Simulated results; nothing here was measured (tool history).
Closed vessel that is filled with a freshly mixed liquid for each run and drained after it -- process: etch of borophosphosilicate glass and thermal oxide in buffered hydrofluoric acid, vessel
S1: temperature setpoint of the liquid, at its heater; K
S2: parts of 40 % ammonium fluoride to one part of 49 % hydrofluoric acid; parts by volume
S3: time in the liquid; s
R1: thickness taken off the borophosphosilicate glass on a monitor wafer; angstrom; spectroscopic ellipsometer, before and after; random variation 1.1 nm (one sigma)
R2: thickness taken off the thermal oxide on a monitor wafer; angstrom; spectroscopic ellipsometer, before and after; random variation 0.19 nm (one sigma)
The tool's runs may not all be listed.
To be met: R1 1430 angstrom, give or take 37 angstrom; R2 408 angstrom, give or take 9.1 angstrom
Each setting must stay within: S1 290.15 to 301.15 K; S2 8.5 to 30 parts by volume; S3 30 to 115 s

run,hour,S1,S2,S3,R1,R2
1,0,293.15,23.5,60,792.47,225.43
2,5.7,295.15,22.5,60,911.45,260.88
3,6.4,295.15,19.5,60,1010,286.01
4,12.5,296.65,19.5,60,1120,314.59
5,21,297.65,19.5,60,1156.9,329.99
6,28.6,294.65,19.5,60,991.85,278.91
7,36.1,296.15,19.5,60,1071.1,306.8
8,44.2,297.15,19.5,60,1132.5,322.08
9,52.7,301.15,18.5,60,1491.7,419.44

Consider the 4 candidate settings below. Which is the only one whose results all fall within their allowed miss of target?
A,61.2,301.15,23.5,75,?,?
B,61.2,301.15,8.5,30,?,?
C,61.2,300.65,20.5,65,?,?
D,61.2,301.15,10.5,35,?,?

move,R1,R2
A,1531.4,437.27
B,1540.6,437.76
C,1419.7,405.15
D,1505.3,428.47
A: moves away from the targets compared with the last run
B: moves away from the targets compared with the last run
C: all results land within tolerance of their targets
D: moves away from the targets compared with the last run
So the answer is move C, the one that meets all the targets.

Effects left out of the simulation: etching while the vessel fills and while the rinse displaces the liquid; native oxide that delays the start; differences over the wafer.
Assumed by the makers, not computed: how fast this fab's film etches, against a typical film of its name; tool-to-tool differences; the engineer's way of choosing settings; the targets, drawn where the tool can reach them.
